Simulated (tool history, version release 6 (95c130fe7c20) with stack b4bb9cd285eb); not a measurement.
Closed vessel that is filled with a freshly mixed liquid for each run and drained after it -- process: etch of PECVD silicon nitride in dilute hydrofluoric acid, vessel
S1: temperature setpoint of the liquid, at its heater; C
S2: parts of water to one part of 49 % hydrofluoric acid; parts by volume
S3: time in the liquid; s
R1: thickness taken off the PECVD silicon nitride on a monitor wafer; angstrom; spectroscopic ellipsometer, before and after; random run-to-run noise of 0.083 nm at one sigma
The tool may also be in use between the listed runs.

run,hour,S1,S2,S3,R1
1,0.0,24.0,220,1330,330.75
2,8.0,23.5,220,1330,318.32
3,12.8,23.5,260,1330,269.86
4,20.7,23.5,260,1430,290.04
5,28.3,23.5,185,1430,404.07
6,30.8,23.5,160,1430,471.16
7,38.2,22.5,165,1430,426.65
8,39.0,22.0,170,1430,399.05
9,45.9,21.5,175,1430,376.04
10,49.5,21.0,180,1430,356.61
# hour 56.1: hydrofluoric acid flow meter replaced
11,56.1,20.5,185,1430,371.04
12,64.1,20.0,195,1430,338.03
13,66.3,19.5,200,1430,322.86

Run 14 comes next. What will it give?
14,74.4,19.0,205,1430,?

{"run 14": {"R1": 303.01}}
